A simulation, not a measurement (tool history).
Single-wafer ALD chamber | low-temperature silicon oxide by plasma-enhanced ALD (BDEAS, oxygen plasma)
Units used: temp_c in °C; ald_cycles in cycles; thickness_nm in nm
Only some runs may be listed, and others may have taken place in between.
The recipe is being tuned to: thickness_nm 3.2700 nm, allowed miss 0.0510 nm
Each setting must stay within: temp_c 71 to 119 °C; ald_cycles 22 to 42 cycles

run,hour,temp_c,ald_cycles,thickness_nm
1,0.0,95,32,4.2486
2,6.2,95,28,3.7038
3,12.2,97,28,3.6791
4,16.1,102,28,3.6417
5,23.6,112,28,3.5822
6,27.5,112,32,4.0828
7,34.9,113,31,3.9619
8,40.4,113,30,3.8335
9,43.0,113,29,3.6898
10,52.0,115,27,3.4238

Next run, 4 choices. One meets every target within its allowed miss, the rest don't. Which?
A,61.0,119,26,?
B,61.0,119,27,?
C,61.0,116,27,?
D,61.0,118,27,?

move,thickness_nm
A,3.2653
B,3.3909
C,3.4128
D,3.3982
A: hits every target within its allowed miss
B: nearer than the last run, and not there yet
C: nearer than the last run, and not there yet
D: nearer than the last run, and not there yet
A is the move that brings every result within its allowed miss.
